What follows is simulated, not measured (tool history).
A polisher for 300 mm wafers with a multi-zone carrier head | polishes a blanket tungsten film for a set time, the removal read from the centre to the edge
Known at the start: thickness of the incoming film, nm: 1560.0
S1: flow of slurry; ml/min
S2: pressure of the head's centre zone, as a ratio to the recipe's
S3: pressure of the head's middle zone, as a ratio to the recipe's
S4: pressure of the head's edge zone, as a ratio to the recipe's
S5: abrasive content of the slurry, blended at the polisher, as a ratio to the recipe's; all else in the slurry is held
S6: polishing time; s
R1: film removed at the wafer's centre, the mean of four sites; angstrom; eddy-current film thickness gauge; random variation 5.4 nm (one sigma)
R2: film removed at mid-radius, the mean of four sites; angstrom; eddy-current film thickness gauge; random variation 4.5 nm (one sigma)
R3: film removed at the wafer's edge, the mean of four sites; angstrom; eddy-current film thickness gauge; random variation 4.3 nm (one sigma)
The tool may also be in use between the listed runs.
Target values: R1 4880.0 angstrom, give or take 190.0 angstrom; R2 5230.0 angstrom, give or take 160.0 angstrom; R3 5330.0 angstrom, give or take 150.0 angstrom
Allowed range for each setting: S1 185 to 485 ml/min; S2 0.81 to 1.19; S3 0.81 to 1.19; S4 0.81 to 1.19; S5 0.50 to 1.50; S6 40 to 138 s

run,hour,S1,S2,S3,S4,S5,S6,R1,R2,R3
1,0.0,310,1.00,1.00,1.00,1.00,88,3849.5,4096.8,4249.8
2,3.0,310,1.00,0.93,1.00,1.00,88,3707.7,3857.1,4324.2
3,5.0,315,1.00,0.95,1.01,1.05,89,3843.6,4015.9,4417.4
4,6.2,315,1.00,1.00,1.01,1.05,89,3944.2,4243.5,4395.2
5,13.0,320,1.01,1.01,1.03,1.10,89,3908.2,4313.2,4490.4
6,19.7,320,1.01,0.96,1.03,1.10,89,3941.2,4187.5,4563.7
7,23.6,325,1.02,0.97,1.04,1.15,89,4092.6,4239.7,4585.1
8,24.3,330,1.02,0.98,1.05,1.20,89,4182.6,4322.4,4659.7
9,24.9,330,1.02,0.99,1.06,1.25,89,4188.9,4433.1,4752.1
10,28.1,335,1.03,1.00,1.07,1.30,89,4318.0,4528.2,4806.0

Which single option among these 4 for the next run brings every result within its allowed miss of target? Just one does.
A,31.3,320,0.94,0.83,1.19,1.25,90,?,?,?
B,31.3,340,1.10,1.09,0.88,1.25,92,?,?,?
C,31.3,310,1.03,1.02,0.99,1.10,107,?,?,?
D,31.3,360,1.06,1.02,1.00,1.40,73,?,?,?

move,R1,R2,R3
A,3885.3,3865.4,5143.7
B,4699.5,4991.8,4541.9
C,4865.8,5230.5,5335.6
D,3734.3,3892.7,3977.8
A: misses by more than the last run did
B: misses by more than the last run did
C: hits every target within its allowed miss
D: misses by more than the last run did
The move that meets every target is C.
